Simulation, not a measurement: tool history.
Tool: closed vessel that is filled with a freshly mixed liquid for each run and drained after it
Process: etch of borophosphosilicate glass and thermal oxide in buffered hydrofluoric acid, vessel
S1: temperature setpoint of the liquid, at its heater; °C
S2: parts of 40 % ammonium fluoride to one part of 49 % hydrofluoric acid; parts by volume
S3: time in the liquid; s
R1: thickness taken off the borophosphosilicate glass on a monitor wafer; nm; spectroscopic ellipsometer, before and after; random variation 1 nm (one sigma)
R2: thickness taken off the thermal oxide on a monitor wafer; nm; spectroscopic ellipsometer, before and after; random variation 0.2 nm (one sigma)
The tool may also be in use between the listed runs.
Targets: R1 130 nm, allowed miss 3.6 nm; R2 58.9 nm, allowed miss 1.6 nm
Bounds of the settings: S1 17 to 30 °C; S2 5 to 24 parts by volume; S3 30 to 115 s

run  hour    S1    S2  S3      R1      R2
  1     0    22  14.5  60  100.96  45.474
  2   4.5    20  14.5  60  90.609  40.749
  3    11    17  14.5  60  76.458  34.391
  4  15.4    20  14.5  60  88.962  40.635
  5  21.8    21  14.5  60  95.841  43.008
  6  23.2  21.5  14.5  60  98.101  44.213
  7  30.4    22  14.5  60  100.24   45.49
  8  38.4  22.5  14.5  60  103.64  46.885
  9  47.6    23  14.5  60  106.86  47.854
 10  55.7  23.5  14.5  60  110.11  49.396

Which of these 5 next moves meets every target?
  A  63.8    23    12  65   ?   ?
  B  63.8  24.5    13  65   ?   ?
  C  63.8    28  13.5  55   ?   ?
  D  63.8  20.5    13  75   ?   ?
  E  63.8  27.5  15.5  65   ?   ?

move      R1      R2
   A  139.98  62.518
   B  140.31  62.748
   C  137.85   61.77
   D  130.18  58.076
   E  138.48  62.076
A: takes the result that was furthest off past its target
B: takes the result that was furthest off past its target
C: takes the result that was furthest off past its target
D: meets every target
E: takes the result that was furthest off past its target
Answer: D

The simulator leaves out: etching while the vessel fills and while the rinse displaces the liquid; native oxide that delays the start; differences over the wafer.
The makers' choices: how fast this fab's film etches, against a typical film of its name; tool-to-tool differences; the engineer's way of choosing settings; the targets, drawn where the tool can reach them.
